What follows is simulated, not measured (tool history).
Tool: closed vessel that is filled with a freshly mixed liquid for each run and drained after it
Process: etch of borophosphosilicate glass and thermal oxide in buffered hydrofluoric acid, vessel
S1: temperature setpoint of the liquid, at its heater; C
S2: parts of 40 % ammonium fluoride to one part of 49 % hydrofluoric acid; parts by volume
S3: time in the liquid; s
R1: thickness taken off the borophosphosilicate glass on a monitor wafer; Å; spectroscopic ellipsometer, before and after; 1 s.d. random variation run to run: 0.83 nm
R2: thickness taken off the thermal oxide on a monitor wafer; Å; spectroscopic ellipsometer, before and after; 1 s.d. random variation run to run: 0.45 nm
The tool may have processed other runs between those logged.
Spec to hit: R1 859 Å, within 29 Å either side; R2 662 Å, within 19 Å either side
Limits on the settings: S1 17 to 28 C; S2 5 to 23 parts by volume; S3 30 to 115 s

Run 1, hour 0: S1 20 C, S2 14 parts by volume, S3 60 s. Result: R1 464.22 Å, R2 356.38 Å.
Run 2, hour 0.6: S1 17.5 C, S2 14 parts by volume, S3 60 s. Result: R1 402.36 Å, R2 306.88 Å.
Run 3, hour 4.7: S1 20 C, S2 13.5 parts by volume, S3 60 s. Result: R1 480.12 Å, R2 368.33 Å.
Run 4, hour 5.6: S1 20 C, S2 10.5 parts by volume, S3 60 s. Result: R1 613.14 Å, R2 472.72 Å.
Run 5, hour 6.6: S1 20 C, S2 14 parts by volume, S3 60 s. Result: R1 461.98 Å, R2 354.2 Å.
Run 6, hour 10.9: S1 22 C, S2 13.5 parts by volume, S3 60 s. Result: R1 525.68 Å, R2 413.03 Å.
Run 7, hour 18.7: S1 23 C, S2 12.5 parts by volume, S3 60 s. Result: R1 613.16 Å, R2 468.58 Å.
Run 8, hour 25.8: S1 24 C, S2 12 parts by volume, S3 60 s. Result: R1 652.59 Å, R2 518.78 Å.
Run 9, hour 33.5: S1 24.5 C, S2 11.5 parts by volume, S3 60 s. Result: R1 705.61 Å, R2 549.69 Å.
Run 10, hour 37.8: S1 25.5 C, S2 11.5 parts by volume, S3 60 s. Result: R1 748.34 Å, R2 584.2 Å.
Run 11, hour 44.2: S1 26 C, S2 11.5 parts by volume, S3 60 s. Result: R1 776.33 Å, R2 601.59 Å.
Run 12, hour 48.4: S1 26.5 C, S2 11.5 parts by volume, S3 60 s. Result: R1 800.99 Å, R2 612.7 Å.
Run 13, hour 55.3: S1 27 C, S2 11.5 parts by volume, S3 60 s. Result: R1 819.76 Å, R2 632.46 Å.

Which of these 4 next moves meets every target?
Run A, hour 62.2: S1 26.5 C, S2 12 parts by volume, S3 60 s. Result: R1 ?, R2 ?.
Run B, hour 62.2: S1 25.5 C, S2 11 parts by volume, S3 60 s. Result: R1 ?, R2 ?.
Run C, hour 62.2: S1 28 C, S2 13.5 parts by volume, S3 70 s. Result: R1 ?, R2 ?.
Run D, hour 62.2: S1 28 C, S2 12 parts by volume, S3 55 s. Result: R1 ?, R2 ?.

move      R1      R2
   A  780.12  583.18
   B  805.59  601.57
   C  877.62  656.96
   D  774.17  579.18
A: moves away from the targets compared with the last run
B: moves away from the targets compared with the last run
C: every result lands within tolerance
D: moves away from the targets compared with the last run
C meets every target.

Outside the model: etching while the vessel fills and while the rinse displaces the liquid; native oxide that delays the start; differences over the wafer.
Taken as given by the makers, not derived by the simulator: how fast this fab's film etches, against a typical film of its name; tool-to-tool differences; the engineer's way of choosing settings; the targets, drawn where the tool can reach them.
